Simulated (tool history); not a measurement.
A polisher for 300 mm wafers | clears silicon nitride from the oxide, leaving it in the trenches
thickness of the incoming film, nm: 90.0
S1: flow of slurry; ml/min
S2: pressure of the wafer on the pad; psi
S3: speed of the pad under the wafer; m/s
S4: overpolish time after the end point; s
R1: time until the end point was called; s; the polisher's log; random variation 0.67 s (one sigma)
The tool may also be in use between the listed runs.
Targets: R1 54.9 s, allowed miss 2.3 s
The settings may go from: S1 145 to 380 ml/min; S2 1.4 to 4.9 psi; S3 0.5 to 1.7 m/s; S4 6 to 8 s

run	hour	S1	S2	S3	S4	R1
1	0	245	3.1	1.1	8	93.489
2	6.7	245	3.3	1.1	8	87.893
3	11.9	245	3.5	1.1	8	82.33
4	16.3	245	3.7	1.1	8	77.366
5	22.2	245	3.7	0.88	8	89.997
6	25.2	245	3.7	1.08	8	78.089
7	29.2	245	3.8	1.08	8	77.66
8	35.3	245	4	1.1	8	72.08
9	39.7	245	4.1	1.1	8	71.31
10	40.8	245	4.2	1.12	8	67.989
11	43.7	245	4.3	1.12	8	66.332
12	49	245	4.9	1.14	8	58.312

4 next moves are on the table. One of them brings every result within its allowed miss. Which?
A	54.3	275	4.9	1.18	8	?
B	54.3	225	4.8	1.12	7	?
C	54.3	225	4.6	1.16	8	?
D	54.3	280	4.8	1.1	6	?

move	R1
A	55.643
B	60.304
C	61.188
D	59.852
A: meets every target
B: further off than the last run
C: further off than the last run
D: further off than the last run
Move A is the one to make.
